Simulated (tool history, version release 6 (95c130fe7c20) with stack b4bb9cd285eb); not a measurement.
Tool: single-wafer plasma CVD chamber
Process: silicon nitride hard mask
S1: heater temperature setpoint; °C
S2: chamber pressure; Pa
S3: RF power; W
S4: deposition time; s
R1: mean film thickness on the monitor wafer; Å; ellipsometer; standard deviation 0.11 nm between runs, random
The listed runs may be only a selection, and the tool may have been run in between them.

| run | hour | S1 | S2 | S3 | S4 | R1 |
|---|---|---|---|---|---|---|
| 1 | 0.0 | 385 | 205 | 255 | 31.6 | 318.12 |
| 2 | 4.6 | 385 | 205 | 275 | 31.6 | 334.89 |
| 3 | 6.3 | 385 | 205 | 275 | 31.6 | 335.51 |
| 4 | 8.9 | 385 | 205 | 275 | 32.6 | 344.94 |
| 5 | 9.7 | 385 | 212 | 280 | 32.6 | 353.36 |
| 6 | 14.2 | 374 | 212 | 280 | 32.6 | 356.04 |

The next listed run, before its measurement:
| 7 | 18.5 | 374 | 216 | 280 | 32.6 | ? |

R1: 357.99 Å
